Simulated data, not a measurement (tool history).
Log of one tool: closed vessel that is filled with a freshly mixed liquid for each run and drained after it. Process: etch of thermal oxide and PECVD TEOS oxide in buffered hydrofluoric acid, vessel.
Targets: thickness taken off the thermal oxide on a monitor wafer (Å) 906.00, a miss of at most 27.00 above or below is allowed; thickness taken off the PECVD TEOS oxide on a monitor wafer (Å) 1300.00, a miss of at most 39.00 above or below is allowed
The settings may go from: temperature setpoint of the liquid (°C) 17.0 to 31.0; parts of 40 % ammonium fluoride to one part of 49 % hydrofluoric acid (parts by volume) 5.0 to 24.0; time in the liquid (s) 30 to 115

run  hour  temperature setpoint of the liquid (°C)  parts of 40 % ammonium fluoride to one part of 49 % hydrofluoric acid (parts by volume)  time in the liquid (s)  thickness taken off the thermal oxide on a monitor wafer (Å)  thickness taken off the PECVD TEOS oxide on a monitor wafer (Å)
  1   0.0                                     23.0                                                                                     14.5                      60                                                        523.55                                                           739.09
  2   5.4                                     23.0                                                                                     14.5                      45                                                        397.28                                                           563.47
  3   7.1                                     25.5                                                                                     14.5                      45                                                        446.45                                                           642.58
  4  14.5                                     27.0                                                                                     12.5                      45                                                        568.46                                                           799.07
  5  18.9                                     28.0                                                                                     11.5                      45                                                        648.19                                                           919.45
  6  25.7                                     28.0                                                                                     14.5                      45                                                        507.21                                                           734.20
  7  28.9                                     29.0                                                                                     13.0                      45                                                        598.80                                                           858.61
  8  32.7                                     29.5                                                                                     12.0                      45                                                        670.95                                                           957.70
  9  33.9                                     30.0                                                                                     11.0                      45                                                        754.59                                                          1072.70
 10  37.8                                     30.5                                                                                     10.5                      45                                                        774.96                                                          1136.40
 11  46.6                                     30.5                                                                                     10.0                      45                                                        800.56                                                          1162.00
 12  47.6                                     30.5                                                                                      9.5                      45                                                        849.84                                                          1222.00

Which single option among these 4 for the next run brings every result within its allowed miss of target? Just one does.
  A  48.6                                     29.0                                                                                     11.5                      60                                                             ?                                                                ?
  B  48.6                                     29.0                                                                                      9.5                      55                                                             ?                                                                ?
  C  48.6                                     30.5                                                                                     10.0                      55                                                             ?                                                                ?
  D  48.6                                     31.0                                                                                      7.5                      40                                                             ?                                                                ?

move  thickness taken off the thermal oxide on a monitor wafer (Å)  thickness taken off the PECVD TEOS oxide on a monitor wafer (Å)
   A                                                        908.49                                                          1292.80
   B                                                        971.54                                                          1382.50
   C                                                        998.89                                                          1421.40
   D                                                       1007.20                                                          1433.20
A: all results in spec
B: moves the result that the last run missed by most past its target, out the other side
C: moves the result that the last run missed by most past its target, out the other side
D: moves the result that the last run missed by most past its target, out the other side
Correct choice: A, which meets every target

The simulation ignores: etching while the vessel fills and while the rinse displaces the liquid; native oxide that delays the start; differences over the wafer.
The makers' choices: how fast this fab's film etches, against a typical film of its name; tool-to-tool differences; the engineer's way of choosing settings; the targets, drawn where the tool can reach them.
